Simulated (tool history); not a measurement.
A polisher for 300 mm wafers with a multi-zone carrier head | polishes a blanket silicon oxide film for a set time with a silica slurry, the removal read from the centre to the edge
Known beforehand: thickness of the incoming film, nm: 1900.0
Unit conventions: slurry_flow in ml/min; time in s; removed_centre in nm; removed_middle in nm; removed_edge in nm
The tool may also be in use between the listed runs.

run	hour	slurry_flow	centre_zone	middle_zone	edge_zone	slurry_solids	time	removed_centre	removed_middle	removed_edge
1	0.0	195	1.00	1.00	1.00	1.0	54	254.31	248.56	246.06
2	5.3	195	1.00	1.00	1.00	1.0	41	188.00	190.90	189.43
3	12.3	195	0.93	1.00	1.00	1.0	41	175.93	190.22	189.24
4	18.2	195	0.93	1.00	1.00	1.1	41	182.70	198.09	193.76
5	25.9	190	0.93	0.99	0.97	1.0	40	169.04	183.55	181.88
6	28.0	190	0.94	0.98	0.94	0.9	40	163.21	174.23	166.22
# hour 35.4: slurry nozzle cleaned
7	35.4	180	0.93	0.95	0.92	0.9	40	163.71	175.01	171.97

What does the tool deliver on the next run?
8	36.4	185	0.93	0.94	0.92	0.8	40	?	?	?

{"run 8": {"removed_centre": 158.62, "removed_middle": 167.06, "removed_edge": 164.41}}
